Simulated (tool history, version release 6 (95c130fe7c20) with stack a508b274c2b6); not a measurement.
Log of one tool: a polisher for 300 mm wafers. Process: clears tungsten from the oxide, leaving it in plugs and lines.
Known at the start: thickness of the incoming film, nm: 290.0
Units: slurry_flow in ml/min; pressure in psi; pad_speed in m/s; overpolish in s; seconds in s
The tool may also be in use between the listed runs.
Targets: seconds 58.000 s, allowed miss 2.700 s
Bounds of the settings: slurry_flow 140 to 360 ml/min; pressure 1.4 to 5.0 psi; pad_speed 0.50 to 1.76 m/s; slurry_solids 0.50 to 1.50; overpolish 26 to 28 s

run,hour,slurry_flow,pressure,pad_speed,slurry_solids,overpolish,seconds
1,0.0,230,3.2,1.12,1.00,26,96.718
2,6.8,230,3.2,1.12,1.15,26,93.818
3,9.3,230,3.7,1.14,1.15,26,78.587
4,12.4,230,3.7,1.14,1.15,28,80.759
5,19.8,230,3.7,0.98,1.15,28,91.545
6,23.1,230,3.7,0.98,1.15,26,92.803
7,27.0,230,4.1,1.02,1.15,26,80.087
8,32.7,230,4.1,1.02,1.15,26,81.773
9,34.4,230,4.4,1.06,1.15,26,71.112
10,40.8,230,5.0,1.08,1.15,26,61.806
11,45.6,230,5.0,1.10,1.15,26,61.748

5 next moves are on the table. One of them brings every result within its allowed miss. Which?
A,50.4,240,4.5,1.16,1.20,26,?
B,50.4,250,5.0,1.16,1.15,26,?
C,50.4,255,4.7,1.10,1.05,28,?
D,50.4,215,4.9,1.12,1.00,26,?
E,50.4,180,5.0,1.50,0.75,26,?

move,seconds
A,65.182
B,59.161
C,67.228
D,65.146
E,52.879
A: further off than the last run
B: meets every target
C: further off than the last run
D: further off than the last run
E: takes the result that was furthest off past its target
The right move is B.

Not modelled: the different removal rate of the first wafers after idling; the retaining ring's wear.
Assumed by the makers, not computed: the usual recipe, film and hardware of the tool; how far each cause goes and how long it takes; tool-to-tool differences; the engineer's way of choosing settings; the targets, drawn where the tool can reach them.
